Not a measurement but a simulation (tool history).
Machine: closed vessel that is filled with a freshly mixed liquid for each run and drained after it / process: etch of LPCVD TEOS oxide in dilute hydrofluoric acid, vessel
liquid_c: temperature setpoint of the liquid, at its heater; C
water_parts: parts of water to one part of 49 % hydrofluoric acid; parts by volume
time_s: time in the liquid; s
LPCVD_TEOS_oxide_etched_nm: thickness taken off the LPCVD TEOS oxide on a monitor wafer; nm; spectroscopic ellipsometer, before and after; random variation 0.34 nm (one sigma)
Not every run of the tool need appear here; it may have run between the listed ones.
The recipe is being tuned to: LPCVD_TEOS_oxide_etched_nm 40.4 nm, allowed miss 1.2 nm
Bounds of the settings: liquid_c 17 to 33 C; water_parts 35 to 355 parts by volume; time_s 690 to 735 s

run,day,liquid_c,water_parts,time_s,LPCVD_TEOS_oxide_etched_nm
1,0,25,195,690,73.751
2,0.329,24,200,690,69.258
3,0.367,23,205,690,63.52
4,0.658,22,210,690,60.198
5,1.042,22,210,690,60.713
6,1.258,21.5,215,690,57.753
7,1.521,21,220,690,54.892
8,1.812,21,220,690,54.828
9,2.146,21,220,690,55.199
10,2.521,20.5,225,690,52.386
11,2.658,20.5,225,690,52.688
12,2.775,20,230,690,50.587
13,3.054,20,230,690,50.029
14,3.212,19.5,235,690,46.919
15,3.354,19,235,690,46.227
16,3.412,18,240,690,43.246
17,3.796,17.5,245,690,42.244

Which one of the following 4 next-run settings gets every result inside its allowed miss? There is exactly one.
A,4.179,17,260,720,?
B,4.179,17,265,690,?
C,4.179,17.5,280,735,?
D,4.179,17,270,710,?

move,LPCVD_TEOS_oxide_etched_nm
A,40.283
B,37.713
C,38.259
D,37.925
A: in spec on every target
B: pushes the last run's worst result past its target
C: pushes the last run's worst result past its target
D: pushes the last run's worst result past its target
Answer: A
